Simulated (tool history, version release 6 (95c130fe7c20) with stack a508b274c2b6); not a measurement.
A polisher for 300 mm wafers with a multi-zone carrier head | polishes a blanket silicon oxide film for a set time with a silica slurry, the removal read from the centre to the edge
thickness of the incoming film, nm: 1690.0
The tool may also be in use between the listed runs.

run,day,flow of slurry (ml/min),pressure of the head's centre zone,pressure of the head's middle zone,pressure of the head's edge zone,abrasive content of the slurry,polishing time (s),film removed at the wafer's centre (angstrom),film removed at mid-radius (angstrom),film removed at the wafer's edge (angstrom)
1,0.000,215,1.00,1.00,1.00,1.00,48,1322.3,1353.1,1309.4
2,0.117,215,1.00,1.00,1.00,0.85,48,1207.9,1213.3,1205.3
3,0.292,220,0.95,0.98,1.06,0.90,48,1186.0,1261.2,1288.0
4,0.529,225,0.92,0.95,1.10,0.95,48,1194.2,1253.8,1323.5
5,0.646,210,0.88,0.93,1.13,1.05,49,1193.6,1275.3,1460.8
6,0.825,215,0.87,0.94,1.14,1.05,49,1161.5,1347.7,1466.6

The next listed run, before its measurement:
7,1.067,215,0.87,0.93,1.15,1.10,49,?,?,?

{"run 7": {"film removed at the wafer's centre (angstrom)": 1194.1, "film removed at mid-radius (angstrom)": 1339.1, "film removed at the wafer's edge (angstrom)": 1509.6}}

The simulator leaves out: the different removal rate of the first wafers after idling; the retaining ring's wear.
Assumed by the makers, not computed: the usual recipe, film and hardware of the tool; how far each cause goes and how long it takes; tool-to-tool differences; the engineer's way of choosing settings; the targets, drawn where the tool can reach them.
